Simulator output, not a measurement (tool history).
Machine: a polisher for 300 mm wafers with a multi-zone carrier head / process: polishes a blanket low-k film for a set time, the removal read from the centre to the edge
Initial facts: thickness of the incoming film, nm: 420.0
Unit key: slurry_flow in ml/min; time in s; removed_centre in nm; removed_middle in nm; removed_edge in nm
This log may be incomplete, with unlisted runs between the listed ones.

Run 1, day 0: slurry_flow 280 ml/min, centre_zone 1, middle_zone 1, edge_zone 1, slurry_solids 1, time 84 s. Result: removed_centre 26.617 nm, removed_middle 26.349 nm, removed_edge 26.213 nm.
Run 2, day 0.35: slurry_flow 285 ml/min, centre_zone 1.01, middle_zone 1.03, edge_zone 1.02, slurry_solids 1.05, time 84 s. Result: removed_centre 27.24 nm, removed_middle 28.207 nm, removed_edge 27.51 nm.
Run 3, day 0.375: slurry_flow 295 ml/min, centre_zone 1.02, middle_zone 1.04, edge_zone 1.03, slurry_solids 1.05, time 84 s. Result: removed_centre 27.636 nm, removed_middle 28.397 nm, removed_edge 27.49 nm.
Run 4, day 0.629: slurry_flow 295 ml/min, centre_zone 1.02, middle_zone 1.04, edge_zone 1.09, slurry_solids 1.05, time 84 s. Result: removed_centre 27.86 nm, removed_middle 28.496 nm, removed_edge 28.156 nm.
Run 5, day 0.829: slurry_flow 295 ml/min, centre_zone 1.02, middle_zone 1.04, edge_zone 1.09, slurry_solids 0.95, time 84 s. Result: removed_centre 26.532 nm, removed_middle 27.172 nm, removed_edge 27.595 nm.
Run 6, day 0.875: slurry_flow 295 ml/min, centre_zone 1.06, middle_zone 1.04, edge_zone 1.09, slurry_solids 0.95, time 84 s. Result: removed_centre 28.003 nm, removed_middle 27.075 nm, removed_edge 27.322 nm.
Run 7, day 1.25: slurry_flow 300 ml/min, centre_zone 1.06, middle_zone 1.06, edge_zone 1.11, slurry_solids 0.95, time 84 s. Result: removed_centre 27.666 nm, removed_middle 27.593 nm, removed_edge 27.645 nm.
Run 8, day 1.404: slurry_flow 305 ml/min, centre_zone 1.07, middle_zone 1.08, edge_zone 1.12, slurry_solids 0.95, time 84 s. Result: removed_centre 27.907 nm, removed_middle 27.998 nm, removed_edge 27.325 nm.
Run 9, day 1.75: slurry_flow 305 ml/min, centre_zone 1.07, middle_zone 1.09, edge_zone 1.13, slurry_solids 1, time 84 s. Result: removed_centre 28.844 nm, removed_middle 29.379 nm, removed_edge 28.382 nm.
Run 10, day 2.025: slurry_flow 310 ml/min, centre_zone 1.07, middle_zone 1.1, edge_zone 1.14, slurry_solids 1, time 84 s. Result: removed_centre 28.89 nm, removed_middle 28.821 nm, removed_edge 28.117 nm.
Run 11, day 2.271: slurry_flow 310 ml/min, centre_zone 1.06, middle_zone 1.11, edge_zone 1.14, slurry_solids 1.05, time 84 s. Result: removed_centre 28.982 nm, removed_middle 29.468 nm, removed_edge 28.105 nm.
Run 12, day 2.312: slurry_flow 310 ml/min, centre_zone 1.06, middle_zone 1.11, edge_zone 1.14, slurry_solids 1.05, time 84 s. Result: removed_centre 29.063 nm, removed_middle 29.814 nm, removed_edge 29.082 nm.
Run 13, day 2.562: slurry_flow 310 ml/min, centre_zone 1.06, middle_zone 1.11, edge_zone 1.14, slurry_solids 1.05, time 84 s. Result: removed_centre 28.592 nm, removed_middle 29.79 nm, removed_edge 28.88 nm.
Run 14, day 2.633: slurry_flow 310 ml/min, centre_zone 1.06, middle_zone 1.12, edge_zone 1.15, slurry_solids 1.05, time 84 s. Result: removed_centre 28.84 nm, removed_middle 30.213 nm, removed_edge 29.089 nm.

What will run 15 give?
Run 15, day 2.904: slurry_flow 310 ml/min, centre_zone 1.06, middle_zone 1.13, edge_zone 1.16, slurry_solids 1.05, time 84 s. Result: removed_centre ?, removed_middle ?, removed_edge ?.

removed_centre: 28.133 nm
removed_middle: 30.751 nm
removed_edge: 28.96 nm
